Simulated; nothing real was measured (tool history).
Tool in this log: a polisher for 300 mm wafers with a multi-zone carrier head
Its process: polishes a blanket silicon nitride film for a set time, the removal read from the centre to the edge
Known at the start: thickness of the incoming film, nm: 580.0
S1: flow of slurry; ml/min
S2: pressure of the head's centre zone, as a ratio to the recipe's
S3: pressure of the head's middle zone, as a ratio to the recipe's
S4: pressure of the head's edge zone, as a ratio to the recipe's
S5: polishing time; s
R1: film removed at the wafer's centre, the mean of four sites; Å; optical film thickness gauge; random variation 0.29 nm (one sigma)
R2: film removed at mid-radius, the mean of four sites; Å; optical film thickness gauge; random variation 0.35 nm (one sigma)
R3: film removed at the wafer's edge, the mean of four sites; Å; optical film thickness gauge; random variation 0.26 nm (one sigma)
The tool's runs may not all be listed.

run,day,S1,S2,S3,S4,S5,R1,R2,R3
1,0.000,240,1.00,1.00,1.00,49,561.63,581.39,569.46
2,0.354,240,0.94,1.00,1.00,49,535.11,577.92,560.86
3,0.583,220,0.90,1.01,0.98,45,458.46,521.53,517.65
4,0.642,245,0.90,1.01,0.98,45,470.26,528.20,515.89
5,0.921,245,0.90,1.01,0.98,54,556.91,637.92,627.84
6,1.054,245,0.90,1.01,1.04,54,566.87,638.16,638.37
7,1.300,255,0.89,1.03,1.00,48,485.81,572.85,558.18
8,1.646,200,0.90,1.05,0.90,35,352.76,417.50,383.17

Estimate the outcome of run 9 from the log above:
9,1.775,215,0.90,1.06,0.91,35,?,?,?

Run 9 came out at R1 358.39 Å, R2 420.82 Å, R3 384.41 Å.
